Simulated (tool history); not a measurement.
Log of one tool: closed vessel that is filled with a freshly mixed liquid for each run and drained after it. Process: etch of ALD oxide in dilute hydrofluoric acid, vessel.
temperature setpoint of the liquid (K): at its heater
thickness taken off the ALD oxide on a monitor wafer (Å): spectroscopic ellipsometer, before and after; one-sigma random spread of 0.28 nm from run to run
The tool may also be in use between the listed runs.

run  hour  temperature setpoint of the liquid (K)  parts of water to one part of 49 % hydrofluoric acid (parts by volume)  time in the liquid (s)  thickness taken off the ALD oxide on a monitor wafer (Å)
  1     0                                  294.15                                                                      90                     125                                                    358.89
  2   2.6                                  294.15                                                                      75                     125                                                    437.29
  3   4.2                                  294.15                                                                      75                     135                                                    475.52
  4  11.4                                  294.15                                                                      45                     135                                                    820.96
  5  12.2                                  293.15                                                                      50                     135                                                    708.05
  6    20                                  293.15                                                                      50                     135                                                    706.09

Forecast run 7:
  7  27.4                                  292.15                                                                      55                     135                                                         ?

Logged for run 7: thickness taken off the ALD oxide on a monitor wafer (Å) 610.8.

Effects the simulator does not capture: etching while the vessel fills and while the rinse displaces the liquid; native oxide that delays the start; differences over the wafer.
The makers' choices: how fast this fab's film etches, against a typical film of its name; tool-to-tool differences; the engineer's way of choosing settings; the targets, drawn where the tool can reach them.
